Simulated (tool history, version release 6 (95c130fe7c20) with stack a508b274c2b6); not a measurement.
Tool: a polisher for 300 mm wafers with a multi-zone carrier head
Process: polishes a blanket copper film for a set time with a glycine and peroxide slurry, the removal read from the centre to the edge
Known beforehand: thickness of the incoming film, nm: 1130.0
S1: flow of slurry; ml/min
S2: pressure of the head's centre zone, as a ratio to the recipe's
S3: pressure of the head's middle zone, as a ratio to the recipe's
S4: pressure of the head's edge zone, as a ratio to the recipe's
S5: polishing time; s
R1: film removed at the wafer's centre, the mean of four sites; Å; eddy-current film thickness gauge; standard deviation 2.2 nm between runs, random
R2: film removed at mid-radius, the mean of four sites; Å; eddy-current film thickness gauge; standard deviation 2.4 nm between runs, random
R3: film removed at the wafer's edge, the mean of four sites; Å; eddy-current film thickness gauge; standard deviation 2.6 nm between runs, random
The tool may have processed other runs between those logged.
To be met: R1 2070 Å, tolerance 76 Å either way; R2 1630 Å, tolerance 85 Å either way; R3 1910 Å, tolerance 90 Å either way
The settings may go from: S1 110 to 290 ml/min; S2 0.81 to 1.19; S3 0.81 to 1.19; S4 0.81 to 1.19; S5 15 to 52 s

{"run": 1, "hour": 0.0, "S1": 185, "S2": 1, "S3": 1, "S4": 1, "S5": 33, "R1": 1674, "R2": 1670.1, "R3": 1674.6}
{"run": 2, "hour": 0.8, "S1": 185, "S2": 1, "S3": 1.07, "S4": 1, "S5": 33, "R1": 1686.3, "R2": 1750.2, "R3": 1638.5}
{"run": 3, "hour": 3.7, "S1": 185, "S2": 1, "S3": 1.07, "S4": 1, "S5": 38, "R1": 1922, "R2": 2006.2, "R3": 1879.4}
{"run": 4, "hour": 10.5, "S1": 185, "S2": 1.01, "S3": 1.05, "S4": 1, "S5": 38, "R1": 1944.7, "R2": 1999.1, "R3": 1934}
{"run": 5, "hour": 17.0, "S1": 185, "S2": 1.02, "S3": 1.03, "S4": 1, "S5": 38, "R1": 1937.4, "R2": 1968.2, "R3": 1906.6}
{"run": 6, "hour": 18.7, "S1": 165, "S2": 1.02, "S3": 1.03, "S4": 1, "S5": 38, "R1": 1870.1, "R2": 1963.4, "R3": 1845.4}
{"run": 7, "hour": 26.3, "S1": 175, "S2": 1.03, "S3": 1.01, "S4": 1, "S5": 38, "R1": 1975, "R2": 1952.9, "R3": 1863.1}
{"run": 8, "hour": 29.8, "S1": 180, "S2": 1.03, "S3": 0.99, "S4": 1.01, "S5": 38, "R1": 1924.1, "R2": 1912, "R3": 1919}
{"run": 9, "hour": 33.2, "S1": 185, "S2": 1.04, "S3": 0.98, "S4": 1.01, "S5": 38, "R1": 1982.3, "R2": 1916.2, "R3": 1943.9}
{"run": 10, "hour": 40.3, "S1": 190, "S2": 1.05, "S3": 0.97, "S4": 1.01, "S5": 38, "R1": 2027.5, "R2": 1846.8, "R3": 1899.3}
{"run": 11, "hour": 44.4, "S1": 195, "S2": 1.05, "S3": 0.96, "S4": 1.01, "S5": 38, "R1": 1995.3, "R2": 1892.1, "R3": 1897.5}
{"run": 12, "hour": 47.5, "S1": 195, "S2": 1.06, "S3": 0.94, "S4": 1.02, "S5": 38, "R1": 2045.5, "R2": 1845, "R3": 1949.9}
{"run": 13, "hour": 52.3, "S1": 195, "S2": 1.06, "S3": 0.93, "S4": 1.02, "S5": 38, "R1": 2049.2, "R2": 1791.7, "R3": 1922.9}
{"run": 14, "hour": 55.9, "S1": 195, "S2": 1.06, "S3": 0.92, "S4": 1.02, "S5": 38, "R1": 2039.3, "R2": 1822.3, "R3": 1944.5}
{"run": 15, "hour": 61.3, "S1": 195, "S2": 1.06, "S3": 0.91, "S4": 1.02, "S5": 38, "R1": 2061.2, "R2": 1807.9, "R3": 1889.5}

Next run, 5 choices. One meets every target within its allowed miss, the rest don't. Which?
{"run": "A", "hour": 66.7, "S1": 150, "S2": 1.05, "S3": 0.92, "S4": 0.84, "S5": 41, "R1": "?", "R2": "?", "R3": "?"}
{"run": "B", "hour": 66.7, "S1": 125, "S2": 0.95, "S3": 0.92, "S4": 0.88, "S5": 46, "R1": "?", "R2": "?", "R3": "?"}
{"run": "C", "hour": 66.7, "S1": 150, "S2": 1.01, "S3": 0.94, "S4": 0.88, "S5": 42, "R1": "?", "R2": "?", "R3": "?"}
{"run": "D", "hour": 66.7, "S1": 175, "S2": 1.02, "S3": 0.99, "S4": 0.95, "S5": 40, "R1": "?", "R2": "?", "R3": "?"}
{"run": "E", "hour": 66.7, "S1": 230, "S2": 1.12, "S3": 0.86, "S4": 1.09, "S5": 35, "R1": "?", "R2": "?", "R3": "?"}

move=A R1=2069.5 R2=1826.6 R3=1826.3
move=B R1=2006 R2=1961.2 R3=2027.9
move=C R1=2042.9 R2=1903.3 R3=1909.9
move=D R1=2033.9 R2=1947.1 R3=1925.3
move=E R1=2039.6 R2=1590.5 R3=1861.7
A: the biggest miss grows against the last run
B: the biggest miss grows against the last run
C: the biggest miss grows against the last run
D: the biggest miss grows against the last run
E: hits every target within its allowed miss
Correct choice: E, which meets every target
